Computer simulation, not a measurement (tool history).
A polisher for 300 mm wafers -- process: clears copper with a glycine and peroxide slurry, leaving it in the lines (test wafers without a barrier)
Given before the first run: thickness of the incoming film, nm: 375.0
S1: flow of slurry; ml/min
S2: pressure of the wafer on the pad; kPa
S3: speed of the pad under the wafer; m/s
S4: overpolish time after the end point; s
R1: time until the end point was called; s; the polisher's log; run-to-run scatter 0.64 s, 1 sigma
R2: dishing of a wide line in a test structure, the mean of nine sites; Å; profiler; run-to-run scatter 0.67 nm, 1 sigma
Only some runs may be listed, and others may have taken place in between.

| run | hour | S1 | S2 | S3 | S4 | R1 | R2 |
|---|---|---|---|---|---|---|---|
| 1 | 0 | 310 | 16.5 | 0.94 | 22 | 71.878 | 533 |
| 2 | 1.2 | 310 | 15.2 | 0.94 | 22 | 74.672 | 545.23 |
| 3 | 7.2 | 270 | 15.2 | 0.94 | 22 | 75.807 | 545.22 |
| 4 | 14.6 | 200 | 15.2 | 0.94 | 22 | 78.762 | 545.46 |
| 5 | 16.7 | 200 | 18.6 | 0.94 | 22 | 69.78 | 573.88 |
| 6 | 24.3 | 200 | 18.6 | 1.12 | 22 | 60.642 | 610.74 |

Run 7 is up next; what results do you expect?
| 7 | 32.3 | 250 | 17.9 | 1.12 | 19 | ? | ? |

{"run 7": {"R1": 59.762, "R2": 571.64}}
